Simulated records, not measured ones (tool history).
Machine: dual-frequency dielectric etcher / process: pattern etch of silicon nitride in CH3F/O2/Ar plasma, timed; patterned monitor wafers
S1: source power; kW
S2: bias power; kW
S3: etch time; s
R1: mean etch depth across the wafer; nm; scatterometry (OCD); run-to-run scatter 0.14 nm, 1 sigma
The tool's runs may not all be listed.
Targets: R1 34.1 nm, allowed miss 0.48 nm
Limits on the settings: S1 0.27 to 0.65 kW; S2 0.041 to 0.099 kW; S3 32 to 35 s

| run | hour | S1 | S2 | S3 | R1 |
|---|---|---|---|---|---|
| 1 | 0 | 0.46 | 0.07 | 35 | 28.427 |
| 2 | 3.3 | 0.51 | 0.072 | 35 | 29.691 |
| 3 | 7.1 | 0.51 | 0.072 | 32 | 27.025 |
| 4 | 14.3 | 0.54 | 0.08 | 33 | 30.013 |
| 5 | 16.3 | 0.57 | 0.083 | 33 | 31.029 |
| 6 | 24.7 | 0.59 | 0.085 | 33 | 31.483 |
| 7 | 32.2 | 0.61 | 0.088 | 33 | 32.754 |
| 8 | 41.2 | 0.62 | 0.089 | 33 | 32.723 |
| 9 | 47.4 | 0.63 | 0.09 | 33 | 32.949 |
| 10 | 48.5 | 0.63 | 0.091 | 33 | 33.232 |
| 11 | 53.7 | 0.64 | 0.092 | 33 | 33.548 |

Next run, 4 choices. One meets every target within its allowed miss, the rest don't. Which?
| A | 58.9 | 0.56 | 0.084 | 35 | ? |
| B | 58.9 | 0.65 | 0.09 | 33.5 | ? |
| C | 58.9 | 0.64 | 0.086 | 33 | ? |
| D | 58.9 | 0.62 | 0.093 | 32 | ? |

| move | R1 |
|---|---|
| A | 32.862 |
| B | 34.071 |
| C | 32.728 |
| D | 32.503 |
A: moves away from the targets compared with the last run
B: every result within its allowed miss
C: moves away from the targets compared with the last run
D: moves away from the targets compared with the last run
Go with B: it meets all targets.
